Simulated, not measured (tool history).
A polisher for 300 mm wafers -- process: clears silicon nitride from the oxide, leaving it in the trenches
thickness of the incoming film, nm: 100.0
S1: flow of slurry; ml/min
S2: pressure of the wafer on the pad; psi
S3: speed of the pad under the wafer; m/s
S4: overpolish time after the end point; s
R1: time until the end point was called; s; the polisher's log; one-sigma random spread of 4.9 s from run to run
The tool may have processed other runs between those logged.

run	day	S1	S2	S3	S4	R1
1	0	205	2.6	0.94	13	139.53
2	0.038	205	2.6	0.78	13	164.82
3	0.288	250	2.6	0.78	13	165.43
4	0.367	270	2.6	0.78	13	163.67
5	0.5	270	2.3	0.76	13	185.44
6	0.675	305	2.3	0.76	13	176.08

Run 7 is up next; what results do you expect?
7	0.821	305	2	0.74	13	?

Logged for run 7: R1 223.3 s.

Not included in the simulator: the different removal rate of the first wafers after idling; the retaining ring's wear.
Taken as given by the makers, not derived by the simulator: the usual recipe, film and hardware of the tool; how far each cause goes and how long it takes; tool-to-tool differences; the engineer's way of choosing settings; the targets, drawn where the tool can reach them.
